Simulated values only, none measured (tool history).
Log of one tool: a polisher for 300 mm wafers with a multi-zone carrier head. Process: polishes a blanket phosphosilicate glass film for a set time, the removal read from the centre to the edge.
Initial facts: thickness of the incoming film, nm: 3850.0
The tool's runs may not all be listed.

run,day,flow of slurry (ml/min),pressure of the head's centre zone,pressure of the head's middle zone,pressure of the head's edge zone,abrasive content of the slurry,polishing time (s),film removed at the wafer's centre (angstrom),film removed at mid-radius (angstrom),film removed at the wafer's edge (angstrom)
1,0,175,1,1,1,1,59,3433.1,3492.6,3513.1
2,0.146,180,1.01,1.02,1,1.05,59,3570.8,3648.1,3555.6
3,0.4,185,1.02,1.03,1.01,1.1,59,3640.6,3708.1,3706.1
4,0.775,185,0.98,1.03,1.01,1.1,59,3493.9,3802.2,3675.4
5,0.971,185,0.98,1.03,1.01,1.1,45,2658,2866.4,2858.1
6,1.033,150,0.98,1.03,1.01,1.1,45,2659.7,2833,2735.9
7,1.158,150,1.08,1.13,1,1.35,62,4177.4,4527.8,4057.8
8,1.317,155,1.09,1.13,1,1.35,62,4427.7,4483.1,4053.5

Forecast run 9:
9,1.475,155,1.09,1.13,1,1.35,62,?,?,?

{"run 9": {"film removed at the wafer's centre (angstrom)": 4325.1, "film removed at mid-radius (angstrom)": 4466.7, "film removed at the wafer's edge (angstrom)": 4039.5}}
